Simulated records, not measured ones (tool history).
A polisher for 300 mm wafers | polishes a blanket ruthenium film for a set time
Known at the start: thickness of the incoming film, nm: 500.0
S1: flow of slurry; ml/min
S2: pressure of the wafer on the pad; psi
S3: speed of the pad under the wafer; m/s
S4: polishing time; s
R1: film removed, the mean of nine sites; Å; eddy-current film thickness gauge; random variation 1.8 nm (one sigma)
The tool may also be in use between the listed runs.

Run 1, hour 0: S1 215 ml/min, S2 2.5 psi, S3 0.94 m/s, S4 115 s. Result: R1 1191 Å.
Run 2, hour 8.6: S1 215 ml/min, S2 2.5 psi, S3 0.94 m/s, S4 120 s. Result: R1 1233.8 Å.
Run 3, hour 16.4: S1 215 ml/min, S2 2.5 psi, S3 0.94 m/s, S4 120 s. Result: R1 1244.9 Å.
Run 4, hour 24.2: S1 215 ml/min, S2 2.5 psi, S3 1.06 m/s, S4 120 s. Result: R1 1388.3 Å.
Run 5, hour 31.1: S1 215 ml/min, S2 2.7 psi, S3 1.06 m/s, S4 120 s. Result: R1 1473.5 Å.
Run 6, hour 39.4: S1 215 ml/min, S2 2.8 psi, S3 1.06 m/s, S4 120 s. Result: R1 1540.4 Å.
Run 7, hour 46.8: S1 215 ml/min, S2 2.9 psi, S3 1.06 m/s, S4 120 s. Result: R1 1620.4 Å.

Forecast run 8:
Run 8, hour 54.9: S1 220 ml/min, S2 3.1 psi, S3 1.06 m/s, S4 120 s. Result: R1 ?.

{"run 8": {"R1": 1725.4}}
